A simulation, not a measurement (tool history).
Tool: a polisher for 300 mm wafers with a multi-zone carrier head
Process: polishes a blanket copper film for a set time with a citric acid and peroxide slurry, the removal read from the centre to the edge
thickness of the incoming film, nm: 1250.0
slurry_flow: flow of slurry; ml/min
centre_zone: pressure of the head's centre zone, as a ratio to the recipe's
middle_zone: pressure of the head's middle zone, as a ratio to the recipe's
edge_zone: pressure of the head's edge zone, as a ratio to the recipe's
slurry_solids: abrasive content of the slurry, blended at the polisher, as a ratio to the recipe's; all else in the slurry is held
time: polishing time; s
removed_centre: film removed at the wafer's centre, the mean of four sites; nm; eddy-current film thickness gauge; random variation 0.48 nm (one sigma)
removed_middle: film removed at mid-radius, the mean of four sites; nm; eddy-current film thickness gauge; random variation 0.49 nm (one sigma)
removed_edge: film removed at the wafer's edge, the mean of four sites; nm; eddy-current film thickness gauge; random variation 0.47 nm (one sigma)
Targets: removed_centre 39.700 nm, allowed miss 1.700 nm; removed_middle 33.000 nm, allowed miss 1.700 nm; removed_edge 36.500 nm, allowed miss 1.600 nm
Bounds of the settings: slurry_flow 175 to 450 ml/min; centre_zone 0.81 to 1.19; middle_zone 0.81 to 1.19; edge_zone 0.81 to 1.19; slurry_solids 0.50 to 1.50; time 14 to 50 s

| run | day | slurry_flow | centre_zone | middle_zone | edge_zone | slurry_solids | time | removed_centre | removed_middle | removed_edge |
|---|---|---|---|---|---|---|---|---|---|---|
| 1 | 0.000 | 290 | 1.00 | 1.00 | 1.00 | 1.00 | 32 | 63.153 | 69.503 | 70.703 |
| 2 | 0.154 | 290 | 1.04 | 0.96 | 0.97 | 0.85 | 27 | 53.480 | 55.123 | 57.782 |
| 3 | 0.512 | 290 | 1.04 | 0.96 | 0.97 | 0.85 | 34 | 67.086 | 70.674 | 72.093 |
| 4 | 0.554 | 290 | 1.09 | 0.93 | 0.95 | 0.75 | 28 | 57.357 | 54.456 | 54.816 |
| 5 | 0.904 | 290 | 1.09 | 0.93 | 0.95 | 0.75 | 23 | 46.975 | 45.016 | 46.668 |
| 6 | 0.983 | 285 | 1.10 | 0.90 | 0.95 | 0.70 | 22 | 43.589 | 41.096 | 44.338 |
| 7 | 1.183 | 280 | 1.12 | 0.87 | 0.93 | 0.65 | 21 | 42.866 | 37.974 | 40.562 |
| 8 | 1.554 | 275 | 1.12 | 0.85 | 0.93 | 0.60 | 21 | 42.639 | 36.766 | 40.273 |
| 9 | 1.688 | 270 | 1.12 | 0.84 | 0.92 | 0.55 | 21 | 41.044 | 35.046 | 39.551 |
| 10 | 2.058 | 270 | 1.12 | 0.84 | 0.92 | 0.55 | 21 | 40.910 | 35.778 | 38.819 |
| 11 | 2.417 | 265 | 1.13 | 0.83 | 0.92 | 0.55 | 21 | 41.931 | 34.733 | 40.086 |
| 12 | 2.721 | 270 | 1.13 | 0.83 | 0.90 | 0.55 | 21 | 40.725 | 34.480 | 39.315 |
| 13 | 2.896 | 270 | 1.13 | 0.83 | 0.90 | 0.55 | 21 | 41.839 | 35.944 | 39.654 |

Which of these 5 next moves meets every target?
| A | 3.071 | 330 | 1.13 | 0.96 | 0.85 | 0.55 | 20 | ? | ? | ? |
| B | 3.071 | 310 | 1.18 | 0.90 | 0.81 | 0.55 | 20 | ? | ? | ? |
| C | 3.071 | 285 | 1.16 | 0.93 | 0.91 | 0.50 | 20 | ? | ? | ? |
| D | 3.071 | 280 | 1.14 | 0.82 | 0.87 | 0.50 | 20 | ? | ? | ? |
| E | 3.071 | 355 | 1.11 | 0.87 | 0.83 | 0.50 | 20 | ? | ? | ? |

| move | removed_centre | removed_middle | removed_edge |
|---|---|---|---|
| A | 40.463 | 39.608 | 36.902 |
| B | 41.975 | 37.293 | 36.011 |
| C | 40.231 | 37.402 | 37.025 |
| D | 39.408 | 33.648 | 36.296 |
| E | 39.400 | 36.186 | 36.204 |
A: brings the result that was furthest off to its target, and leaves another outside
B: brings the result that was furthest off to its target, and leaves another outside
C: brings the result that was furthest off to its target, and leaves another outside
D: meets every target
E: brings the result that was furthest off to its target, and leaves another outside
Answer: D
